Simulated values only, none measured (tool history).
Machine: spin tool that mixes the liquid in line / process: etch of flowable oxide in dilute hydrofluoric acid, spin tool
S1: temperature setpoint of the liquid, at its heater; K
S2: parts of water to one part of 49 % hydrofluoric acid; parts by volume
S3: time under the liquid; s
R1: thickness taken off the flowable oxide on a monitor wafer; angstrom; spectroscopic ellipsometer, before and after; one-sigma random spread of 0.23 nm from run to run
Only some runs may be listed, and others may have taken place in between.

{"run": 1, "day": 0.0, "S1": 298.15, "S2": 50, "S3": 50, "R1": 471.93}
{"run": 2, "day": 0.104, "S1": 298.15, "S2": 35, "S3": 50, "R1": 691.32}
{"run": 3, "day": 0.175, "S1": 301.65, "S2": 35, "S3": 50, "R1": 789.83}
{"run": 4, "day": 0.217, "S1": 298.65, "S2": 45, "S3": 50, "R1": 541.53}
{"run": 5, "day": 0.446, "S1": 298.65, "S2": 60, "S3": 50, "R1": 390.16}
{"run": 6, "day": 0.679, "S1": 302.15, "S2": 60, "S3": 50, "R1": 450.15}
{"run": 7, "day": 0.8, "S1": 299.15, "S2": 60, "S3": 50, "R1": 399.48}

The next listed run, before its measurement:
{"run": 8, "day": 0.833, "S1": 295.15, "S2": 65, "S3": 50, "R1": "?"}

{"run 8": {"R1": 309.91}}
